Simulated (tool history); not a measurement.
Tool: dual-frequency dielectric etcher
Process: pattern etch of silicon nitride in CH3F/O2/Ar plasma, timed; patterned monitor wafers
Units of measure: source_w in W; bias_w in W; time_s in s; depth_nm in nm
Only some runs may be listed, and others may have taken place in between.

{"run": 1, "hour": 0.0, "source_w": 440, "bias_w": 92, "time_s": 40, "depth_nm": 29.435}
{"run": 2, "hour": 7.9, "source_w": 440, "bias_w": 98, "time_s": 40, "depth_nm": 30.107}
{"run": 3, "hour": 9.4, "source_w": 380, "bias_w": 98, "time_s": 40, "depth_nm": 28.04}
{"run": 4, "hour": 16.6, "source_w": 360, "bias_w": 97, "time_s": 40, "depth_nm": 27.173}
{"run": 5, "hour": 22.4, "source_w": 390, "bias_w": 97, "time_s": 40, "depth_nm": 28.075}
{"run": 6, "hour": 28.7, "source_w": 370, "bias_w": 96, "time_s": 40, "depth_nm": 27.379}
{"run": 7, "hour": 35.8, "source_w": 360, "bias_w": 95, "time_s": 40, "depth_nm": 27.022}
{"run": 8, "hour": 36.7, "source_w": 350, "bias_w": 94, "time_s": 40, "depth_nm": 26.521}
{"hour": 38.2, "done": "source power generator calibrated"}
{"run": 9, "hour": 38.2, "source_w": 340, "bias_w": 94, "time_s": 40, "depth_nm": 26.743}

For run 10, what comes out?
{"run": 10, "hour": 44.1, "source_w": 310, "bias_w": 89, "time_s": 39.5, "depth_nm": "?"}

Run 10 came out at depth_nm 24.802 nm.
